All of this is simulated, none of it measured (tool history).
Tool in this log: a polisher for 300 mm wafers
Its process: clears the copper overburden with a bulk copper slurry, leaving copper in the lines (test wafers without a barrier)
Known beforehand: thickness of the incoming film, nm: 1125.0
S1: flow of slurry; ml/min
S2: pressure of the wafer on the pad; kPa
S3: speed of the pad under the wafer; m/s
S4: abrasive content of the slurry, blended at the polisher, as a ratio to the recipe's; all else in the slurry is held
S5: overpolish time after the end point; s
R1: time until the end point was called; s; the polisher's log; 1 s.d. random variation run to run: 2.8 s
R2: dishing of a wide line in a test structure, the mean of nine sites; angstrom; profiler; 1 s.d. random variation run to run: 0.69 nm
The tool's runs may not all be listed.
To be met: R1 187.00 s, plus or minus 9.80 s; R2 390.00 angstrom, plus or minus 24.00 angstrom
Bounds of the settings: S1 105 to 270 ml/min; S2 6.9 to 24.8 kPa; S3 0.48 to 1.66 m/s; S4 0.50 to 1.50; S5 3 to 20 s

{"run": 1, "hour": 0.0, "S1": 175, "S2": 15.9, "S3": 1.06, "S4": 1.0, "S5": 10, "R1": 114.2, "R2": 493.24}
{"run": 2, "hour": 1.7, "S1": 175, "S2": 15.9, "S3": 1.06, "S4": 1.0, "S5": 14, "R1": 117.57, "R2": 647.09}
{"run": 3, "hour": 8.7, "S1": 175, "S2": 13.8, "S3": 1.06, "S4": 1.0, "S5": 14, "R1": 130.11, "R2": 556.77}
{"run": 4, "hour": 12.6, "S1": 175, "S2": 13.8, "S3": 0.82, "S4": 1.0, "S5": 14, "R1": 169.43, "R2": 468.44}
{"run": 5, "hour": 18.1, "S1": 175, "S2": 13.8, "S3": 0.82, "S4": 1.0, "S5": 12, "R1": 170.18, "R2": 411.67}
{"run": 6, "hour": 23.7, "S1": 175, "S2": 10.3, "S3": 0.82, "S4": 1.0, "S5": 12, "R1": 227.21, "R2": 317.97}
{"run": 7, "hour": 31.3, "S1": 175, "S2": 11.0, "S3": 0.82, "S4": 1.0, "S5": 12, "R1": 209.49, "R2": 347.89}
{"run": 8, "hour": 33.4, "S1": 175, "S2": 11.7, "S3": 0.82, "S4": 1.0, "S5": 12, "R1": 199.31, "R2": 359.25}

5 candidate next runs follow, results not yet known. Just one meets every target within its allowed miss. Identify it.
{"run": "A", "hour": 35.5, "S1": 185, "S2": 13.1, "S3": 0.82, "S4": 1.0, "S5": 10, "R1": "?", "R2": "?"}
{"run": "B", "hour": 35.5, "S1": 205, "S2": 13.8, "S3": 0.8, "S4": 1.1, "S5": 11, "R1": "?", "R2": "?"}
{"run": "C", "hour": 35.5, "S1": 125, "S2": 10.3, "S3": 0.96, "S4": 1.45, "S5": 13, "R1": "?", "R2": "?"}
{"run": "D", "hour": 35.5, "S1": 210, "S2": 13.1, "S3": 0.66, "S4": 0.9, "S5": 17, "R1": "?", "R2": "?"}
{"run": "E", "hour": 35.5, "S1": 195, "S2": 10.3, "S3": 0.78, "S4": 1.1, "S5": 14, "R1": "?", "R2": "?"}

move=A R1=181.69 R2=346.55
move=B R1=170.81 R2=395.76
move=C R1=194.63 R2=397.88
move=D R1=224.67 R2=447.97
move=E R1=232.35 R2=366.69
A: the biggest miss grows against the last run
B: the worst result of the last run now meets its target, but another is out of spec
C: hits every target within its allowed miss
D: the result that was furthest off in the last run now lies on the other side of its target
E: the worst result of the last run now meets its target, but another is out of spec
The move that meets every target is C.

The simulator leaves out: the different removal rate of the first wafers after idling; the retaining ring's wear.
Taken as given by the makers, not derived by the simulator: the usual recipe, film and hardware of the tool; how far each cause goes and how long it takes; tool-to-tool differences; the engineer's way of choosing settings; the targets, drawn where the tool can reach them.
